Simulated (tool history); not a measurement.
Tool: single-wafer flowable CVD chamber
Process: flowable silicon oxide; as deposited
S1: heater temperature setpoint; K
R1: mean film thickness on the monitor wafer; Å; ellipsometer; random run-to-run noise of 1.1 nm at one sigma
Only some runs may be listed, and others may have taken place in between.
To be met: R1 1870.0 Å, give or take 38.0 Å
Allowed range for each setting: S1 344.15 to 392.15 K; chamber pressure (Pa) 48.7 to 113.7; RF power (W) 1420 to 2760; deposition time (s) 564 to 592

Run 1, hour 0.0: S1 368.15 K, chamber pressure (Pa) 81.2, RF power (W) 2090, deposition time (s) 592. Result: R1 3096.9 Å.
Run 2, hour 2.4: S1 377.15 K, chamber pressure (Pa) 81.2, RF power (W) 2090, deposition time (s) 592. Result: R1 2204.1 Å.
Run 3, hour 10.6: S1 378.15 K, chamber pressure (Pa) 81.2, RF power (W) 2090, deposition time (s) 592. Result: R1 2138.1 Å.
Run 4, hour 13.7: S1 379.15 K, chamber pressure (Pa) 81.2, RF power (W) 2090, deposition time (s) 592. Result: R1 2040.2 Å.
Run 5, hour 19.8: S1 387.15 K, chamber pressure (Pa) 81.2, RF power (W) 2090, deposition time (s) 592. Result: R1 1551.5 Å.
Run 6, hour 23.6: S1 386.15 K, chamber pressure (Pa) 81.2, RF power (W) 2090, deposition time (s) 592. Result: R1 1607.2 Å.
Run 7, hour 31.1: S1 385.15 K, chamber pressure (Pa) 81.2, RF power (W) 2090, deposition time (s) 592. Result: R1 1656.1 Å.
Run 8, hour 32.8: S1 384.15 K, chamber pressure (Pa) 81.2, RF power (W) 2090, deposition time (s) 592. Result: R1 1705.1 Å.

Exercise: of the 4 proposed moves below, exactly one satisfies all targets within the stated allowed misses. Which move is it?
Run A, hour 34.5: S1 378.15 K, chamber pressure (Pa) 79.5, RF power (W) 2190, deposition time (s) 564. Result: R1 ?.
Run B, hour 34.5: S1 382.15 K, chamber pressure (Pa) 88.3, RF power (W) 2195, deposition time (s) 577. Result: R1 ?.
Run C, hour 34.5: S1 382.15 K, chamber pressure (Pa) 89.1, RF power (W) 1815, deposition time (s) 592. Result: R1 ?.
Run D, hour 34.5: S1 378.15 K, chamber pressure (Pa) 74.3, RF power (W) 2155, deposition time (s) 567. Result: R1 ?.

move      R1
   A  2021.8
   B  1974.8
   C  1981.0
   D  1899.4
A: takes the result that was furthest off past its target
B: takes the result that was furthest off past its target
C: takes the result that was furthest off past its target
D: meets every target
Correct choice: D, which meets every target

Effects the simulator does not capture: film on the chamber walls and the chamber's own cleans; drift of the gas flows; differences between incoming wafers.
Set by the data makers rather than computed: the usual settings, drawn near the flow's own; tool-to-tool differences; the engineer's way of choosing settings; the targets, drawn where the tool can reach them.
